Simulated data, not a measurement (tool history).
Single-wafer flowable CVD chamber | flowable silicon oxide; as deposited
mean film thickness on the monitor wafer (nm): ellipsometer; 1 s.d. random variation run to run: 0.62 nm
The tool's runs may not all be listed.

run,hour,heater temperature setpoint (K),chamber pressure (Pa),RF power (kW),deposition time (s),mean film thickness on the monitor wafer (nm)
1,0,378.15,86.8,2.29,587,251.57
2,4.8,382.15,86.7,2.29,587,215.44
3,9.7,385.15,86.5,2.29,587,192.51
4,14.4,385.15,86.5,2.125,587,191.66
5,19.5,377.15,86.5,2.125,587,257.52
6,23.2,372.15,86.5,2.125,587,312.01
7,27,384.15,85.9,2.125,587,197.52
8,35.6,386.15,85.9,2.125,587,182.75
9,40.8,388.15,85.9,2.125,587,170.18
10,42.7,389.15,85.9,2.125,587,166.73

For run 11, what comes out?
11,50.5,390.15,85.9,2.125,587,?

mean film thickness on the monitor wafer (nm): 159.63
